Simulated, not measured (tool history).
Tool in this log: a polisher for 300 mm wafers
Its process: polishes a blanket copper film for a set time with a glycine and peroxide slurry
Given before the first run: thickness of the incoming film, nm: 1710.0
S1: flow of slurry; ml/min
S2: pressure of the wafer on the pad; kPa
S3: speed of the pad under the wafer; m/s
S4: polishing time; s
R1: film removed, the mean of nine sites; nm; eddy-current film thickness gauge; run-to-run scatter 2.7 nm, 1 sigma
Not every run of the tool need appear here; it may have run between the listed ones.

run,day,S1,S2,S3,S4,R1
1,0.000,155,18.6,1.12,47,270.27
2,0.300,155,18.6,1.40,47,315.66
3,0.450,155,18.6,1.56,47,341.13
4,0.779,130,18.6,1.56,47,332.55
5,1.071,130,18.6,1.56,47,320.17
6,1.200,125,17.2,1.56,47,301.18
7,1.408,120,16.5,1.56,47,288.57
8,1.625,110,12.4,1.54,47,221.63

Estimate the outcome of run 9 from the log above:
9,1.821,115,12.4,1.54,47,?

Run 9 measured R1 221.96 nm.

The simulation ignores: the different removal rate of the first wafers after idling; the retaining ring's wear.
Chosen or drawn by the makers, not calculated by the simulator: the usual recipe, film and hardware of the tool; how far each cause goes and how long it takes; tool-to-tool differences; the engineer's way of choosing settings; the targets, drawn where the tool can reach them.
